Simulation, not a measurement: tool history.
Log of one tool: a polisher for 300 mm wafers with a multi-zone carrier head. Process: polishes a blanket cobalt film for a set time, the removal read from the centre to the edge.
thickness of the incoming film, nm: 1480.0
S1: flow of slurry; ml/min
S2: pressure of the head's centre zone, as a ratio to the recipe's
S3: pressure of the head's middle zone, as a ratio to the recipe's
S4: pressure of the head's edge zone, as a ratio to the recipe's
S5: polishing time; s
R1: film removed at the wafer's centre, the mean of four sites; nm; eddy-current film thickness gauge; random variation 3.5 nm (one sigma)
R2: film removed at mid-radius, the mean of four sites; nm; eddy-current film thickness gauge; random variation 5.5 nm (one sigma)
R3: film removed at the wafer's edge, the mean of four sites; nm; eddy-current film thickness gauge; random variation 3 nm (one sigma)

Run 1, hour 0.0: S1 130 ml/min, S2 1.00, S3 1.00, S4 1.00, S5 68 s. Result: R1 381.48 nm, R2 391.96 nm, R3 379.94 nm.
Run 2, hour 2.0: S1 150 ml/min, S2 1.02, S3 1.03, S4 1.04, S5 69 s. Result: R1 409.75 nm, R2 412.95 nm, R3 393.37 nm.
Run 3, hour 7.2: S1 160 ml/min, S2 1.02, S3 1.05, S4 1.07, S5 71 s. Result: R1 427.86 nm, R2 434.18 nm, R3 423.80 nm.
Run 4, hour 12.3: S1 170 ml/min, S2 1.03, S3 1.07, S4 1.07, S5 71 s. Result: R1 434.54 nm, R2 449.07 nm, R3 423.96 nm.
Run 5, hour 17.8: S1 170 ml/min, S2 1.03, S3 1.07, S4 1.07, S5 81 s. Result: R1 492.10 nm, R2 505.44 nm, R3 486.39 nm.
Run 6, hour 18.8: S1 170 ml/min, S2 1.03, S3 1.11, S4 1.07, S5 81 s. Result: R1 490.29 nm, R2 516.65 nm, R3 474.73 nm.
Run 7, hour 25.3: S1 160 ml/min, S2 1.03, S3 1.10, S4 1.06, S5 81 s. Result: R1 488.84 nm, R2 500.34 nm, R3 478.61 nm.
Run 8, hour 30.7: S1 155 ml/min, S2 1.03, S3 1.10, S4 1.04, S5 81 s. Result: R1 489.38 nm, R2 504.47 nm, R3 469.14 nm.
Run 9, hour 34.3: S1 145 ml/min, S2 1.03, S3 1.10, S4 1.03, S5 81 s. Result: R1 482.81 nm, R2 495.47 nm, R3 467.41 nm.

The next listed run, before its measurement:
Run 10, hour 43.0: S1 140 ml/min, S2 1.03, S3 1.10, S4 1.01, S5 81 s. Result: R1 ?, R2 ?, R3 ?.

{"run 10": {"R1": 478.14, "R2": 493.73, "R3": 458.21}}
